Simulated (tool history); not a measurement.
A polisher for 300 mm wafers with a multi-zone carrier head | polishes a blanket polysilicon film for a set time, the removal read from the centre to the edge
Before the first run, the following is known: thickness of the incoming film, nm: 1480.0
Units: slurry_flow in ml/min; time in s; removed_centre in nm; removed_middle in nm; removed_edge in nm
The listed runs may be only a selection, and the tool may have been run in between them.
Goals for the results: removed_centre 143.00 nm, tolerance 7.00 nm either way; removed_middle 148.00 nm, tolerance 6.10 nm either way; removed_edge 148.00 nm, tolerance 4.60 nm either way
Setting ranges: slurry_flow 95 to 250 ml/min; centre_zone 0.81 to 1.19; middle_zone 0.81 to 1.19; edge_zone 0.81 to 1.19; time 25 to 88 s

run	day	slurry_flow	centre_zone	middle_zone	edge_zone	time	removed_centre	removed_middle	removed_edge
1	0.000	160	1.00	1.00	1.00	56	227.69	232.13	234.79
2	0.025	155	0.99	0.99	0.98	52	209.89	208.00	212.56
3	0.375	175	0.99	0.99	0.98	52	209.33	209.67	218.15
4	0.550	170	0.97	0.99	0.95	50	203.83	201.19	202.83
5	0.708	170	0.97	0.99	0.95	61	246.08	244.87	247.78
6	0.975	170	1.04	0.99	0.95	61	250.95	247.64	247.09
7	1.329	170	1.04	0.99	0.95	61	251.52	245.07	249.99
8	1.638	170	1.01	0.99	0.95	56	225.64	227.40	226.57
9	1.742	175	0.99	0.99	0.94	52	215.17	209.20	212.38
10	2.092	165	0.97	0.99	0.95	49	191.81	195.78	198.10
11	2.358	155	0.96	0.98	0.93	48	185.89	192.52	191.77
12	2.396	150	0.96	0.97	0.91	46	179.24	181.39	182.34
13	2.492	145	0.95	0.96	0.90	45	173.54	168.97	176.46
14	2.629	140	0.94	0.96	0.89	44	167.92	168.18	166.55
15	2.988	110	0.84	0.86	0.87	41	135.33	130.74	148.72
16	3.333	115	0.84	0.87	0.86	41	138.75	136.93	148.62
17	3.467	120	0.84	0.88	0.85	41	138.18	139.02	151.58
18	3.721	120	0.85	0.89	0.84	41	138.28	143.63	149.39
19	3.933	120	0.86	0.89	0.84	41	138.28	140.85	150.35
20	4.108	120	0.87	0.90	0.84	41	142.71	139.63	150.17

4 candidate next runs follow, results not yet known. Just one meets every target within its allowed miss. Identify it.
A	4.283	110	0.89	0.82	0.83	42	?	?	?
B	4.283	205	0.81	0.91	0.82	38	?	?	?
C	4.283	105	0.94	0.82	0.88	41	?	?	?
D	4.283	100	0.86	0.82	0.86	42	?	?	?

move	removed_centre	removed_middle	removed_edge
A	146.38	131.79	147.76
B	147.09	148.63	146.12
C	144.64	126.76	146.61
D	138.74	127.79	147.01
A: further off than the last run
B: every result lands within tolerance
C: further off than the last run
D: further off than the last run
B is the move that brings every result within its allowed miss.
